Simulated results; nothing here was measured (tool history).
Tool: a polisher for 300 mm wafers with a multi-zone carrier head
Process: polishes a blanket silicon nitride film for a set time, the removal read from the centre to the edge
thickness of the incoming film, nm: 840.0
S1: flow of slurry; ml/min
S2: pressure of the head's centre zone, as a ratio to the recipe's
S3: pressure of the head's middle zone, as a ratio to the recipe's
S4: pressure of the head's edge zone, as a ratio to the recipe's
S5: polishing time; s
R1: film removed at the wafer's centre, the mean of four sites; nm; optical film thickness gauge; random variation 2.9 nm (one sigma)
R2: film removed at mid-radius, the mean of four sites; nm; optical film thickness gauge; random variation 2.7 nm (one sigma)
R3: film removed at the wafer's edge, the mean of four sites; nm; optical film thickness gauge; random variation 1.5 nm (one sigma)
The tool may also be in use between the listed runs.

{"run": 1, "day": 0.0, "S1": 305, "S2": 1, "S3": 1, "S4": 1, "S5": 88, "R1": 168.3, "R2": 169.3, "R3": 165.77}
{"run": 2, "day": 0.104, "S1": 305, "S2": 1, "S3": 0.98, "S4": 1.04, "S5": 93, "R1": 178.09, "R2": 175.97, "R3": 177.01}
{"run": 3, "day": 0.333, "S1": 305, "S2": 0.99, "S3": 0.96, "S4": 1.07, "S5": 98, "R1": 183.88, "R2": 183.47, "R3": 188.83}
{"run": 4, "day": 0.583, "S1": 305, "S2": 0.99, "S3": 0.88, "S4": 1.07, "S5": 98, "R1": 185.74, "R2": 175.44, "R3": 189.12}
{"run": 5, "day": 0.617, "S1": 305, "S2": 0.99, "S3": 0.87, "S4": 1.1, "S5": 101, "R1": 190.86, "R2": 181.24, "R3": 198.15}
{"run": 6, "day": 0.904, "S1": 305, "S2": 0.99, "S3": 0.83, "S4": 1.1, "S5": 101, "R1": 191.25, "R2": 176.18, "R3": 198.42}
{"run": 7, "day": 0.954, "S1": 310, "S2": 0.99, "S3": 0.83, "S4": 1.12, "S5": 103, "R1": 195.61, "R2": 177.42, "R3": 203.59}
{"run": 8, "day": 1.242, "S1": 310, "S2": 0.99, "S3": 0.84, "S4": 1.13, "S5": 105, "R1": 201.23, "R2": 182.39, "R3": 208.93}
{"run": 9, "day": 1.471, "S1": 310, "S2": 0.98, "S3": 0.85, "S4": 1.14, "S5": 107, "R1": 200.18, "R2": 187.07, "R3": 216.87}

The next listed run, before its measurement:
{"run": 10, "day": 1.538, "S1": 310, "S2": 0.98, "S3": 0.86, "S4": 1.15, "S5": 108, "R1": "?", "R2": "?", "R3": "?"}

Run 10 gave R1 200.16 nm, R2 193.36 nm, R3 215.45 nm.
